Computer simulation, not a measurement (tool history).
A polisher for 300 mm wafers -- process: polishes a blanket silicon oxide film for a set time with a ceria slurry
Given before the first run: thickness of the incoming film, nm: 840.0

run	hour	flow of slurry (ml/min)	pressure of the wafer on the pad (psi)	speed of the pad under the wafer (cm/s)	polishing time (s)	film removed (angstrom)
1	0.0	280	2.3	110	39	1123.1
2	3.3	280	2.4	110	39	1177.0
3	11.7	280	2.5	110	39	1195.4
4	12.3	280	2.6	110	39	1253.2
5	16.0	280	2.7	110	39	1291.3
6	21.0	345	2.7	110	39	1328.2
7	23.1	345	2.8	110	39	1381.1

Run 8, settings as shown, results not yet in. Your forecast:
8	25.0	350	3.1	110	39	?

Run 8 measured film removed (angstrom) 1545.1.

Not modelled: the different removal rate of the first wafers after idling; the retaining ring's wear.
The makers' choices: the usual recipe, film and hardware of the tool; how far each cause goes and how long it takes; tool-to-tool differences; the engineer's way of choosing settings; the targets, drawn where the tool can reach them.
